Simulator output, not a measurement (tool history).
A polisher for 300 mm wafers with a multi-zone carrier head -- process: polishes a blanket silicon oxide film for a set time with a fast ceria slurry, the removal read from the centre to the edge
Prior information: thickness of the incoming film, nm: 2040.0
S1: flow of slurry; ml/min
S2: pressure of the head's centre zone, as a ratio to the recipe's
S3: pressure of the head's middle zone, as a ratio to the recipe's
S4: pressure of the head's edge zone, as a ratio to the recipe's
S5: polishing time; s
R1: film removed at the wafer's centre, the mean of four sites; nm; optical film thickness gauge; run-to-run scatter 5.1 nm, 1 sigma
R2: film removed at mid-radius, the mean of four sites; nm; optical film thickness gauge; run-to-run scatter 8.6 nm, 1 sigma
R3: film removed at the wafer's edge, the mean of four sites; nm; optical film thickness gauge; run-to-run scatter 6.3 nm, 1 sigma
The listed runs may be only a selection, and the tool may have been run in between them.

run 1 hour=0 | S1=270 S2=1 S3=1 S4=1 S5=51 | R1=510.44 R2=521.26 R3=523.96
run 2 hour=6.5 | S1=270 S2=1 S3=1 S4=0.92 S5=51 | R1=519.67 R2=510.73 R3=507.13
run 3 hour=14.4 | S1=275 S2=1.02 S3=1 S4=0.97 S5=55 | R1=569.97 R2=555.95 R3=555.71
run 4 hour=17.4 | S1=275 S2=1.02 S3=1 S4=1.01 S5=59 | R1=604.66 R2=604.13 R3=602.23
run 5 hour=26.3 | S1=275 S2=1.02 S3=1 S4=1.01 S5=54 | R1=563.38 R2=545.16 R3=561.65
run 6 hour=33.6 | S1=315 S2=1.02 S3=1 S4=1.01 S5=54 | R1=567.38 R2=549.67 R3=553.16
run 7 hour=41.6 | S1=290 S2=1.03 S3=1.01 S4=1.04 S5=58 | R1=610.27 R2=600.04 R3=602.12
run 8 hour=46.8 | S1=290 S2=1.03 S3=1.01 S4=1.04 S5=58 | R1=603.73 R2=598.41 R3=600.21

Run 9, settings as shown, results not yet in. Your forecast:
run 9 hour=55.1 | S1=270 S2=1.04 S3=1.01 S4=1.06 S5=61 | R1=? R2=? R3=?

Run 9 came out at R1 638.74 nm, R2 621.26 nm, R3 655.25 nm.
